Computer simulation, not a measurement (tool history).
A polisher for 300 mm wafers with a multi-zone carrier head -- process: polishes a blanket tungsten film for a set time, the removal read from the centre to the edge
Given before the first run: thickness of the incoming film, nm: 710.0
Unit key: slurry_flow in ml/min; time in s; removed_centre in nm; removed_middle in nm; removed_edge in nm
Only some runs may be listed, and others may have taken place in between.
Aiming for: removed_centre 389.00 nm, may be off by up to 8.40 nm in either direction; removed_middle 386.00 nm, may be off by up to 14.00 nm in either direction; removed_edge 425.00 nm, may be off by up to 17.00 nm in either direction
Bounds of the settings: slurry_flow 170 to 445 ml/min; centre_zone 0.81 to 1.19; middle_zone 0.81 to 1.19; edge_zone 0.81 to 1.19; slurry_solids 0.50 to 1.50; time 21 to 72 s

| run | hour | slurry_flow | centre_zone | middle_zone | edge_zone | slurry_solids | time | removed_centre | removed_middle | removed_edge |
|---|---|---|---|---|---|---|---|---|---|---|
| 1 | 0.0 | 285 | 1.00 | 1.00 | 1.00 | 1.00 | 46 | 278.38 | 302.10 | 305.38 |
| 2 | 6.9 | 290 | 1.02 | 1.00 | 1.04 | 1.15 | 47 | 303.43 | 315.97 | 326.61 |
| 3 | 12.4 | 290 | 1.02 | 1.00 | 1.04 | 1.35 | 47 | 315.21 | 325.22 | 343.43 |
| 4 | 15.3 | 290 | 1.09 | 1.00 | 1.04 | 1.35 | 47 | 334.57 | 325.94 | 337.30 |
| 5 | 23.9 | 290 | 1.09 | 0.97 | 1.04 | 1.35 | 47 | 332.71 | 316.48 | 340.21 |
| 6 | 32.5 | 290 | 1.09 | 0.97 | 0.97 | 1.35 | 47 | 333.11 | 324.10 | 330.15 |
| 7 | 36.0 | 295 | 1.08 | 0.98 | 1.01 | 1.40 | 49 | 349.32 | 339.93 | 354.55 |
| 8 | 43.2 | 300 | 1.07 | 0.99 | 1.04 | 1.45 | 50 | 355.67 | 352.80 | 367.44 |
| 9 | 45.1 | 295 | 1.07 | 0.99 | 1.07 | 1.45 | 51 | 367.54 | 352.73 | 380.51 |
| 10 | 53.3 | 305 | 1.06 | 1.00 | 1.09 | 1.45 | 52 | 367.61 | 369.65 | 393.86 |
| 11 | 60.1 | 315 | 1.07 | 1.00 | 1.11 | 1.45 | 52 | 368.75 | 378.43 | 398.10 |
| 12 | 62.2 | 315 | 1.08 | 0.99 | 1.12 | 1.45 | 52 | 380.52 | 364.78 | 412.53 |
| 13 | 66.4 | 325 | 1.08 | 1.00 | 1.12 | 1.45 | 52 | 376.64 | 369.16 | 399.39 |

4 next moves are on the table. One of them brings every result within its allowed miss. Which?
| A | 70.6 | 370 | 1.03 | 1.03 | 1.19 | 1.50 | 51 | ? | ? | ? |
| B | 70.6 | 235 | 1.09 | 1.02 | 1.16 | 1.50 | 55 | ? | ? | ? |
| C | 70.6 | 370 | 1.14 | 0.97 | 1.18 | 1.35 | 48 | ? | ? | ? |
| D | 70.6 | 445 | 1.19 | 1.06 | 1.05 | 1.35 | 50 | ? | ? | ? |

| move | removed_centre | removed_middle | removed_edge |
|---|---|---|---|
| A | 360.04 | 389.77 | 407.20 |
| B | 389.16 | 396.47 | 417.16 |
| C | 366.47 | 340.26 | 372.80 |
| D | 405.09 | 387.42 | 369.50 |
A: lands further from the targets than the last run did
B: in spec on every target
C: lands further from the targets than the last run did
D: lands further from the targets than the last run did
B meets every target.

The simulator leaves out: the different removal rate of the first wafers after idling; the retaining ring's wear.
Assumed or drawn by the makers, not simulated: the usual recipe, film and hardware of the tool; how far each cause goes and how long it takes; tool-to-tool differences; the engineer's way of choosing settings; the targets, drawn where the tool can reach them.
